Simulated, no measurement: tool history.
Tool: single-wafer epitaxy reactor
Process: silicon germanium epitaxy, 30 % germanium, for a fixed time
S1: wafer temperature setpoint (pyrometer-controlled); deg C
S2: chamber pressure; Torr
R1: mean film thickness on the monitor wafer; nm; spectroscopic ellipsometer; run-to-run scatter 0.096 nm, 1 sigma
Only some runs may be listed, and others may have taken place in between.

| run | hour | S1 | S2 | R1 |
|---|---|---|---|---|
| 1 | 0 | 580 | 27.3 | 50.684 |
| 2 | 8.1 | 578 | 27.2 | 48.417 |
| 3 | 12.2 | 585 | 27.2 | 56.626 |
| 4 | 16.2 | 582 | 27.1 | 52.817 |
| 5 | 17.2 | 582 | 22.8 | 50.319 |
| 6 | 26.2 | 588 | 22.8 | 57.505 |
| 7 | 34.5 | 584 | 22.6 | 52.639 |

Run 8 comes next. What will it give?
| 8 | 40.6 | 581 | 22.5 | ? |

For run 8 the tool returned R1 49.269 nm.

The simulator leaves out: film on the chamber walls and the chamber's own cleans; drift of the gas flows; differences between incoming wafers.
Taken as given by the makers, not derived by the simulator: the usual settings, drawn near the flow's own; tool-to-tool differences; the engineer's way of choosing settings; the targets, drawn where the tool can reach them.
